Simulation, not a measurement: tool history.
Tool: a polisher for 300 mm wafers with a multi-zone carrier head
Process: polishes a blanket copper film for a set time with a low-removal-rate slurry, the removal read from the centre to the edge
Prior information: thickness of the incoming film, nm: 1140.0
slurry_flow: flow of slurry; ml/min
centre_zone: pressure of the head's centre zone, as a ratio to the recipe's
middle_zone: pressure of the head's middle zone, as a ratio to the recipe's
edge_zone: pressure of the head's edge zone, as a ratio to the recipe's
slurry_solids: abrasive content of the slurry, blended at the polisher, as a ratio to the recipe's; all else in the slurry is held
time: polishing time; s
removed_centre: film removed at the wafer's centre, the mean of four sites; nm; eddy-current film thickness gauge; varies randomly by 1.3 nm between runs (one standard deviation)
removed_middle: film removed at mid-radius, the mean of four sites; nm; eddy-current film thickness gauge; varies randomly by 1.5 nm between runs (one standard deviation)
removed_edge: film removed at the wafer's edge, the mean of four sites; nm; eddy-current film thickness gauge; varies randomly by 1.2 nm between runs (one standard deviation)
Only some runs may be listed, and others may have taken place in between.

run	day	slurry_flow	centre_zone	middle_zone	edge_zone	slurry_solids	time	removed_centre	removed_middle	removed_edge
1	0	280	1	1	1	1	53	204.09	208.02	207.1
2	0.308	275	0.96	0.98	0.97	0.85	47	163.76	173.84	172.55
3	0.462	270	0.94	0.95	0.94	0.75	44	149.6	153.71	155.53
4	0.783	265	0.91	0.94	0.92	0.65	42	133.32	140.64	139.5
5	0.975	265	0.86	0.94	0.92	0.65	42	126.89	143.15	140.55
6	1.029	255	0.85	0.92	0.9	0.6	41	118.26	134.6	134.6

Run 7 comes next. What will it give?
7	1.225	255	0.85	0.91	0.88	0.55	40	?	?	?

Run 7 measured removed_centre 116.12 nm, removed_middle 125.5 nm, removed_edge 127.4 nm.
